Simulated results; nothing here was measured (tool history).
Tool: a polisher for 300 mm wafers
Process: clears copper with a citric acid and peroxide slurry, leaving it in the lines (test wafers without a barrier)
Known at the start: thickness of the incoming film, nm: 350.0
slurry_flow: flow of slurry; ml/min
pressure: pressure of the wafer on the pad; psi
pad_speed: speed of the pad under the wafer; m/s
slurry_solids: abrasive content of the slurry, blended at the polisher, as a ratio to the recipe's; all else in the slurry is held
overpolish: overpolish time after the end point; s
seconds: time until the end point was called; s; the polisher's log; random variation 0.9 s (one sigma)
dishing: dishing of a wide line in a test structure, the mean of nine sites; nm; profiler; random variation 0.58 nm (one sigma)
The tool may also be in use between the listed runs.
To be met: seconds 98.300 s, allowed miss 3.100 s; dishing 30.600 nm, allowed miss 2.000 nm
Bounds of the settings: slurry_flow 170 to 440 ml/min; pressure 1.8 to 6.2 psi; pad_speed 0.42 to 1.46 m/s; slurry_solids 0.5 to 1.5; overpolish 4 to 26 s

run 1 hour=0.0 | slurry_flow=280 pressure=4.0 pad_speed=0.94 slurry_solids=1.0 overpolish=13 | seconds=123.720 dishing=26.748
run 2 hour=7.2 | slurry_flow=280 pressure=4.2 pad_speed=0.94 slurry_solids=1.0 overpolish=13 | seconds=115.860 dishing=28.339
run 3 hour=14.1 | slurry_flow=280 pressure=4.3 pad_speed=0.94 slurry_solids=1.0 overpolish=13 | seconds=114.850 dishing=29.425
run 4 hour=16.6 | slurry_flow=245 pressure=4.3 pad_speed=0.94 slurry_solids=1.0 overpolish=13 | seconds=116.200 dishing=28.128
run 5 hour=25.0 | slurry_flow=245 pressure=3.7 pad_speed=0.94 slurry_solids=1.0 overpolish=13 | seconds=135.980 dishing=25.502
run 6 hour=26.1 | slurry_flow=245 pressure=4.4 pad_speed=0.94 slurry_solids=1.0 overpolish=13 | seconds=113.780 dishing=29.231
run 7 hour=34.7 | slurry_flow=245 pressure=4.4 pad_speed=0.94 slurry_solids=1.0 overpolish=13 | seconds=113.640 dishing=28.556
run 8 hour=39.6 | slurry_flow=245 pressure=4.4 pad_speed=0.94 slurry_solids=1.0 overpolish=13 | seconds=114.440 dishing=28.998
run 9 hour=42.5 | slurry_flow=265 pressure=4.5 pad_speed=0.94 slurry_solids=1.0 overpolish=13 | seconds=111.550 dishing=28.814
run 10 hour=43.6 | slurry_flow=270 pressure=4.6 pad_speed=0.94 slurry_solids=1.0 overpolish=13 | seconds=108.300 dishing=30.076
run 11 hour=50.3 | slurry_flow=275 pressure=4.7 pad_speed=0.94 slurry_solids=1.0 overpolish=13 | seconds=106.290 dishing=31.074
run 12 hour=55.2 | slurry_flow=280 pressure=5.1 pad_speed=0.94 slurry_solids=1.0 overpolish=11 | seconds=98.683 dishing=27.954

5 next moves are on the table. One of them brings every result within its allowed miss. Which?
run A hour=60.1 | slurry_flow=370 pressure=4.4 pad_speed=1.02 slurry_solids=1.0 overpolish=11 | seconds=? dishing=?
run B hour=60.1 | slurry_flow=275 pressure=6.0 pad_speed=0.78 slurry_solids=1.0 overpolish=10 | seconds=? dishing=?
run C hour=60.1 | slurry_flow=215 pressure=4.5 pad_speed=1.08 slurry_solids=1.1 overpolish=12 | seconds=? dishing=?
run D hour=60.1 | slurry_flow=330 pressure=4.8 pad_speed=1.00 slurry_solids=1.0 overpolish=10 | seconds=? dishing=?
run E hour=60.1 | slurry_flow=230 pressure=5.5 pad_speed=1.00 slurry_solids=0.6 overpolish=10 | seconds=? dishing=?

move=A seconds=101.960 dishing=27.122
move=B seconds=99.442 dishing=25.612
move=C seconds=97.085 dishing=30.559
move=D seconds=96.627 dishing=26.182
move=E seconds=98.402 dishing=25.815
A: further off than the last run
B: further off than the last run
C: meets every target
D: further off than the last run
E: further off than the last run
The right move is C.
